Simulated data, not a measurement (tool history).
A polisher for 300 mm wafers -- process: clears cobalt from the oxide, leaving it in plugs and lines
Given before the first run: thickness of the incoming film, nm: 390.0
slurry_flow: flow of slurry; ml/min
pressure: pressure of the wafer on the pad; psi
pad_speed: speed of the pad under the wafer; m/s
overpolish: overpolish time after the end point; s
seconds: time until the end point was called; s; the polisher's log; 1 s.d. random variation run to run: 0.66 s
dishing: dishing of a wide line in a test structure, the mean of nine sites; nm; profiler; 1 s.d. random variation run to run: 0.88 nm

run 1 hour=0 | slurry_flow=130 pressure=2.2 pad_speed=1.2 overpolish=19 | seconds=51.822 dishing=50.606
run 2 hour=4.9 | slurry_flow=110 pressure=2.2 pad_speed=1.2 overpolish=19 | seconds=54.055 dishing=48.671
run 3 hour=12 | slurry_flow=110 pressure=2.5 pad_speed=1.2 overpolish=19 | seconds=49.627 dishing=51.282
run 4 hour=17.4 | slurry_flow=110 pressure=2.5 pad_speed=1.38 overpolish=19 | seconds=42.92 dishing=52.577
run 5 hour=19.8 | slurry_flow=110 pressure=2.4 pad_speed=1.38 overpolish=20 | seconds=44.574 dishing=53.486
run 6 hour=26 | slurry_flow=130 pressure=2.4 pad_speed=1.38 overpolish=20 | seconds=42.696 dishing=51.452
run 7 hour=27.3 | slurry_flow=125 pressure=2.3 pad_speed=1.38 overpolish=20 | seconds=44.994 dishing=52.981
run 8 hour=30.9 | slurry_flow=125 pressure=2.3 pad_speed=1.38 overpolish=20 | seconds=44.556 dishing=51.779
run 9 hour=38.8 | slurry_flow=120 pressure=2.2 pad_speed=1.38 overpolish=21 | seconds=46.332 dishing=53.327

Run 10 has not been measured yet. What should we expect?
run 10 hour=40.9 | slurry_flow=120 pressure=2.1 pad_speed=1.38 overpolish=21 | seconds=? dishing=?

{"run 10": {"seconds": 48.415, "dishing": 50.384}}
